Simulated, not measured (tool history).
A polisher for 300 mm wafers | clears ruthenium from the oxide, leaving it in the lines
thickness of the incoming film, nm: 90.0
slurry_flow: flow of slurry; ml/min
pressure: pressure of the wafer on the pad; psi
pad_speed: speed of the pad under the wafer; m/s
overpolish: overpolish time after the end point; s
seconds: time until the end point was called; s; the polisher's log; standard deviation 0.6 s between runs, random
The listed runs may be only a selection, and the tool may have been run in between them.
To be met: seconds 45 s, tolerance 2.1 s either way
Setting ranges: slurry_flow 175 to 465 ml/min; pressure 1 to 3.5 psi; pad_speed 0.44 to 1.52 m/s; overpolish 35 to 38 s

| run | hour | slurry_flow | pressure | pad_speed | overpolish | seconds |
|---|---|---|---|---|---|---|
| 1 | 0 | 295 | 2.2 | 0.98 | 35 | 64.21 |
| 2 | 2.6 | 255 | 2.2 | 0.98 | 35 | 62.993 |
| 3 | 4.4 | 255 | 2.4 | 0.98 | 35 | 57.137 |
| 4 | 6.4 | 255 | 2.6 | 0.98 | 35 | 53.732 |
|  | 11 | head pressure recalibrated |
| 5 | 11 | 255 | 2.7 | 0.98 | 35 | 57.403 |
| 6 | 16.8 | 290 | 2.7 | 0.98 | 35 | 56.621 |
| 7 | 24.8 | 280 | 2.9 | 0.98 | 35 | 52.528 |
| 8 | 28.8 | 280 | 3 | 0.98 | 35 | 51.545 |
| 9 | 34.1 | 280 | 3.1 | 0.98 | 35 | 49.191 |
| 10 | 38.2 | 280 | 3.2 | 0.98 | 35 | 48.705 |

Which of these 4 next moves meets every target?
| A | 42.3 | 315 | 3.3 | 0.88 | 38 | ? |
| B | 42.3 | 275 | 3 | 1.02 | 35 | ? |
| C | 42.3 | 285 | 3.3 | 0.84 | 38 | ? |
| D | 42.3 | 245 | 3.4 | 0.98 | 35 | ? |

| move | seconds |
|---|---|
| A | 50.546 |
| B | 48.917 |
| C | 53.313 |
| D | 45.533 |
A: further off than the last run
B: further off than the last run
C: further off than the last run
D: every result within its allowed miss
Move D is the one to make.

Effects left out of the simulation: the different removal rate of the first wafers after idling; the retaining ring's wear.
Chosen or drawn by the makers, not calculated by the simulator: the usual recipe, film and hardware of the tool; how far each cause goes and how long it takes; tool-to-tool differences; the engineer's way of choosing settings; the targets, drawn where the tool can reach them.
